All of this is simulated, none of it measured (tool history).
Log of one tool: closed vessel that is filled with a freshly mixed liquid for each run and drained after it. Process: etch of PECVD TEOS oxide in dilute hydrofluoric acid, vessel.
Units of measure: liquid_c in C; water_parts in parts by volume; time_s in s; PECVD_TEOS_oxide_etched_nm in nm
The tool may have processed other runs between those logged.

run 1 hour=0.0 | liquid_c=25.0 water_parts=100 time_s=295 | PECVD_TEOS_oxide_etched_nm=51.393
run 2 hour=3.2 | liquid_c=23.5 water_parts=100 time_s=295 | PECVD_TEOS_oxide_etched_nm=48.631
run 3 hour=6.6 | liquid_c=22.0 water_parts=100 time_s=295 | PECVD_TEOS_oxide_etched_nm=45.610
run 4 hour=10.7 | liquid_c=22.0 water_parts=100 time_s=295 | PECVD_TEOS_oxide_etched_nm=45.676
run 5 hour=14.9 | liquid_c=22.0 water_parts=100 time_s=320 | PECVD_TEOS_oxide_etched_nm=49.553
run 6 hour=17.3 | liquid_c=18.5 water_parts=100 time_s=320 | PECVD_TEOS_oxide_etched_nm=43.138
run 7 hour=18.3 | liquid_c=18.5 water_parts=100 time_s=320 | PECVD_TEOS_oxide_etched_nm=42.649
run 8 hour=19.3 | liquid_c=18.0 water_parts=105 time_s=320 | PECVD_TEOS_oxide_etched_nm=39.479

What does the tool deliver on the next run?
run 9 hour=22.0 | liquid_c=17.5 water_parts=110 time_s=320 | PECVD_TEOS_oxide_etched_nm=?

PECVD_TEOS_oxide_etched_nm: 37.050 nm
